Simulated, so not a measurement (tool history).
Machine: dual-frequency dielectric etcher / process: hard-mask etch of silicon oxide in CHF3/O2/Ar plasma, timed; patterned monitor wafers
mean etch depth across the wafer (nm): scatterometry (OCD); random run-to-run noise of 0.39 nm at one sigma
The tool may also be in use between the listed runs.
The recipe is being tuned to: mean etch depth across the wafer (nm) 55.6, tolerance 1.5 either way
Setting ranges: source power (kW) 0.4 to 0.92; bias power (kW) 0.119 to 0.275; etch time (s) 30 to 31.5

run	hour	source power (kW)	bias power (kW)	etch time (s)	mean etch depth across the wafer (nm)
1	0	0.66	0.197	30	60.957
2	2.1	0.63	0.194	30	59.953
3	5	0.63	0.225	30	63.529
4	6.6	0.59	0.219	30	59.849
5	11	0.57	0.218	30	59.432
6	13	0.47	0.218	30	51.627
7	18.5	0.48	0.219	30	53.101
8	21.5	0.49	0.219	30	53.441
9	25.6	0.55	0.226	30	58.689
10	29.2	0.54	0.226	30	57.985

Of the 4 settings listed for the next run, only one would bring every result within its allowed miss of target. Which one?
A	32.8	0.53	0.236	30.5	?
B	32.8	0.52	0.25	31	?
C	32.8	0.52	0.226	30	?
D	32.8	0.57	0.214	31.5	?

move	mean etch depth across the wafer (nm)
A	58.821
B	60.39
C	56.227
D	61.228
A: further off than the last run
B: further off than the last run
C: each result inside its tolerance
D: further off than the last run
So the answer is move C, the one that meets all the targets.

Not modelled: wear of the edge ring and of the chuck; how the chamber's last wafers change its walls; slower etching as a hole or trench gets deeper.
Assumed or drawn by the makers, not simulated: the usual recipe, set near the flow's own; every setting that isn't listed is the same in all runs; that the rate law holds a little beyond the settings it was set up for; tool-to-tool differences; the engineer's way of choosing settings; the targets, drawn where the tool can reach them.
